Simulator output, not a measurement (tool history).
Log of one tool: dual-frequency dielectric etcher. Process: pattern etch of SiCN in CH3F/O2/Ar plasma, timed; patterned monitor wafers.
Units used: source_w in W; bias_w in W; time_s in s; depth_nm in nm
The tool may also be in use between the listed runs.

| run | hour | source_w | bias_w | time_s | depth_nm |
|---|---|---|---|---|---|
| 1 | 0 | 390 | 78 | 33 | 13.241 |
| 2 | 8.2 | 390 | 84 | 33 | 13.796 |
| 3 | 10.2 | 400 | 85 | 33 | 14.065 |
| 4 | 17.2 | 400 | 73 | 33 | 13.067 |
| 5 | 20.9 | 450 | 73 | 33 | 14.075 |
| 6 | 29.2 | 450 | 84 | 33 | 14.87 |
| 7 | 35.4 | 460 | 84 | 33 | 14.946 |

What will run 8 give?
|  | 42.9 | wet clean of the chamber |
| 8 | 42.9 | 470 | 84 | 33 | ? |

{"run 8": {"depth_nm": 15.772}}

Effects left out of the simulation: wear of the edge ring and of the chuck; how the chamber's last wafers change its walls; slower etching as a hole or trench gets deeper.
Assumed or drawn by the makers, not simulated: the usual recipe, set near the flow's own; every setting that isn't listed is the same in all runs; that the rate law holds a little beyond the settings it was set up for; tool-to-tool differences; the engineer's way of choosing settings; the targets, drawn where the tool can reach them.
